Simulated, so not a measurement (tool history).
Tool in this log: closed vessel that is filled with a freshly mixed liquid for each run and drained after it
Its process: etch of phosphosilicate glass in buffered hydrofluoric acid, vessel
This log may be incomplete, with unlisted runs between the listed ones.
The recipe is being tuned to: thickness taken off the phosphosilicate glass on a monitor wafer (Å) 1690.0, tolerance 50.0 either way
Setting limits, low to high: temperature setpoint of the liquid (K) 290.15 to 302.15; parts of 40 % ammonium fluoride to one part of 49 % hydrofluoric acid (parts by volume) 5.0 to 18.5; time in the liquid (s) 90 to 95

run  hour  temperature setpoint of the liquid (K)  parts of 40 % ammonium fluoride to one part of 49 % hydrofluoric acid (parts by volume)  time in the liquid (s)  thickness taken off the phosphosilicate glass on a monitor wafer (Å)
  1   0.0                                  294.15                                                                                     11.5                      90                                                                2137.1
  2   8.1                                  292.65                                                                                     11.5                      90                                                                1964.7
  3  11.8                                  292.65                                                                                     10.0                      90                                                                2229.2
  4  12.6                                  292.65                                                                                     10.0                      90                                                                2264.3
     20.4  -- hydrofluoric acid flow meter replaced
  5  20.4                                  292.65                                                                                     10.0                      90                                                                2513.0
  6  24.1                                  291.65                                                                                     10.5                      90                                                                2266.9
  7  29.0                                  291.65                                                                                     11.5                      90                                                                2082.7
  8  37.8                                  290.15                                                                                     13.5                      90                                                                1641.8

Below are 4 possible settings for the next run. Only one of them brings all results inside the allowed miss of their targets. Which is it?
  A  46.6                                  291.65                                                                                     14.0                      90                                                                     ?
  B  46.6                                  291.15                                                                                     15.0                      90                                                                     ?
  C  46.6                                  290.15                                                                                     15.0                      90                                                                     ?
  D  46.6                                  290.15                                                                                     14.0                      90                                                                     ?

move  thickness taken off the phosphosilicate glass on a monitor wafer (Å)
   A                                                                1692.2
   B                                                                1537.0
   C                                                                1451.8
   D                                                                1553.7
A: in spec on every target
B: moves away from the targets compared with the last run
C: moves away from the targets compared with the last run
D: moves away from the targets compared with the last run
So the answer is move A, the one that meets all the targets.
